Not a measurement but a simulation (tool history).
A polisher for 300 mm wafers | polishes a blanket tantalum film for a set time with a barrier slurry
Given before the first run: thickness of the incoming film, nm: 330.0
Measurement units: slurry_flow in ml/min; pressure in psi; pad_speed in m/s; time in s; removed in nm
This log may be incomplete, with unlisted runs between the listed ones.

run 1 hour=0.0 | slurry_flow=130 pressure=2.2 pad_speed=0.76 slurry_solids=1.0 time=57 | removed=72.058
run 2 hour=3.2 | slurry_flow=130 pressure=2.5 pad_speed=0.76 slurry_solids=1.0 time=57 | removed=80.616
run 3 hour=11.1 | slurry_flow=105 pressure=2.5 pad_speed=0.76 slurry_solids=1.0 time=57 | removed=77.244
run 4 hour=13.1 | slurry_flow=110 pressure=2.8 pad_speed=0.76 slurry_solids=1.0 time=57 | removed=89.748
run 5 hour=16.7 | slurry_flow=110 pressure=2.8 pad_speed=0.64 slurry_solids=1.0 time=57 | removed=75.727
run 6 hour=23.0 | slurry_flow=115 pressure=3.0 pad_speed=0.66 slurry_solids=1.0 time=57 | removed=86.941

Expected results for the next run?
run 7 hour=27.0 | slurry_flow=120 pressure=3.1 pad_speed=0.68 slurry_solids=1.0 time=57 | removed=?

removed: 91.409 nm
